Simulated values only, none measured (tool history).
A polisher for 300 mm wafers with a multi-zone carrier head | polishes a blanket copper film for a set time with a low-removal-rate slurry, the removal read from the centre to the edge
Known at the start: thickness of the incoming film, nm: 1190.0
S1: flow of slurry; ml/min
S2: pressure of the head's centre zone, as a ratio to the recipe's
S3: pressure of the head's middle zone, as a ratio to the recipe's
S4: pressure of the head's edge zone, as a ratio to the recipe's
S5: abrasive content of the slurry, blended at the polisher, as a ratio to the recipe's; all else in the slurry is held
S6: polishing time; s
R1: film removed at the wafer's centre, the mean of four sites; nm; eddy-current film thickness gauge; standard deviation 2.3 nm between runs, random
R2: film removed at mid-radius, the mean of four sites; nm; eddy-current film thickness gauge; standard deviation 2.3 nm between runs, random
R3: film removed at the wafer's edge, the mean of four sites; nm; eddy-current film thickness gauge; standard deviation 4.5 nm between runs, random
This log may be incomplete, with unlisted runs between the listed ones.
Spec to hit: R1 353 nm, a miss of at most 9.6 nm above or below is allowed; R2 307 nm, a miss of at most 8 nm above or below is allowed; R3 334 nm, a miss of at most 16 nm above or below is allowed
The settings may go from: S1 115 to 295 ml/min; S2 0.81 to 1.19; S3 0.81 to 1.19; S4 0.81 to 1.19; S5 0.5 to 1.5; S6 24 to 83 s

| run | hour | S1 | S2 | S3 | S4 | S5 | S6 | R1 | R2 | R3 |
|---|---|---|---|---|---|---|---|---|---|---|
| 1 | 0 | 190 | 1 | 1 | 1 | 1 | 53 | 219.79 | 221.93 | 228.11 |
| 2 | 2.7 | 190 | 1.07 | 1 | 1 | 1 | 53 | 232 | 220.32 | 233.85 |
| 3 | 8.2 | 190 | 1.07 | 0.92 | 1 | 1 | 53 | 232.6 | 207.51 | 225.65 |
| 4 | 10.2 | 190 | 1.07 | 0.92 | 1.07 | 1 | 53 | 233.53 | 204.89 | 240.55 |
| 5 | 16.2 | 210 | 1.1 | 0.95 | 1.07 | 1.1 | 55 | 261.09 | 232.18 | 261.75 |
| 6 | 20.1 | 225 | 1.12 | 0.96 | 1.08 | 1.2 | 56 | 281.76 | 247.86 | 270.04 |
| 7 | 22.2 | 230 | 1.14 | 0.97 | 1.11 | 1.25 | 57 | 296.27 | 254.65 | 281.34 |
| 8 | 29.5 | 235 | 1.14 | 0.98 | 1.13 | 1.3 | 58 | 301.16 | 269.76 | 295.97 |
|  | 34 | slurry nozzle cleaned |
| 9 | 34 | 270 | 1.19 | 0.97 | 1.13 | 1.5 | 62 | 374.57 | 310.03 | 338.57 |

Next run, 5 choices. One meets every target within its allowed miss, the rest don't. Which?
| A | 38.5 | 245 | 1.11 | 1.01 | 1.13 | 1.35 | 65 | ? | ? | ? |
| B | 38.5 | 290 | 1.17 | 0.96 | 1.19 | 1.5 | 63 | ? | ? | ? |
| C | 38.5 | 270 | 1.14 | 0.98 | 1.14 | 1.5 | 61 | ? | ? | ? |
| D | 38.5 | 275 | 1.18 | 0.93 | 1.16 | 1.4 | 65 | ? | ? | ? |
| E | 38.5 | 270 | 1.14 | 0.93 | 1.19 | 1.45 | 65 | ? | ? | ? |

| move | R1 | R2 | R3 |
|---|---|---|---|
| A | 357.66 | 324.38 | 337.83 |
| B | 383.3 | 315.2 | 350.31 |
| C | 358.55 | 308.24 | 329.99 |
| D | 389.44 | 309.45 | 349.3 |
| E | 378.66 | 311.64 | 356.41 |
A: brings the result that was furthest off to its target, and leaves another outside
B: misses by more than the last run did
C: hits every target within its allowed miss
D: misses by more than the last run did
E: misses by more than the last run did
Move C is the one to make.

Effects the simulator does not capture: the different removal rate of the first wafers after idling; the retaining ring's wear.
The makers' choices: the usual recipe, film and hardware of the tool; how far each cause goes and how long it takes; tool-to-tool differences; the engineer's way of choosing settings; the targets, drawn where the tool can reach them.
